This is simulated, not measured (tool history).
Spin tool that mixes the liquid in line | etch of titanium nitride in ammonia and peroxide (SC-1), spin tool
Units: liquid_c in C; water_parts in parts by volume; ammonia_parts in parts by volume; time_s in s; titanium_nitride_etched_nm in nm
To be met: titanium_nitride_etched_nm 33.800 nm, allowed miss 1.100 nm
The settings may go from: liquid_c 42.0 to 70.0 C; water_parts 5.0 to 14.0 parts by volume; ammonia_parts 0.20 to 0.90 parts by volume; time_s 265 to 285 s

run  hour  liquid_c  water_parts  ammonia_parts  time_s  titanium_nitride_etched_nm
  1   0.0      58.0          7.5           0.50     265                      43.581
  2   8.5      57.0          7.5           0.50     265                      40.105
  3  10.1      57.0          9.5           0.50     265                      35.898
  4  13.0      57.0          9.5           0.50     285                      38.545
  5  21.2      57.0          9.5           0.35     285                      36.197
  6  23.1      57.0          7.0           0.35     285                      43.116
  7  24.7      56.0          7.0           0.35     285                      39.812
  8  25.7      53.0          7.0           0.35     285                      32.495

5 next moves are on the table. One of them brings every result within its allowed miss. Which?
  A  26.7      51.5          5.0           0.20     280                           ?
  B  26.7      51.5          5.0           0.30     285                           ?
  C  26.7      53.0          7.0           0.30     285                           ?
  D  26.7      53.5          7.5           0.35     275                           ?
  E  26.7      51.0          5.5           0.35     285                           ?

move  titanium_nitride_etched_nm
   A                      30.423
   B                      33.262
   C                      31.251
   D                      30.964
   E                      31.514
A: further off than the last run
B: meets every target
C: further off than the last run
D: further off than the last run
E: further off than the last run
Answer: B
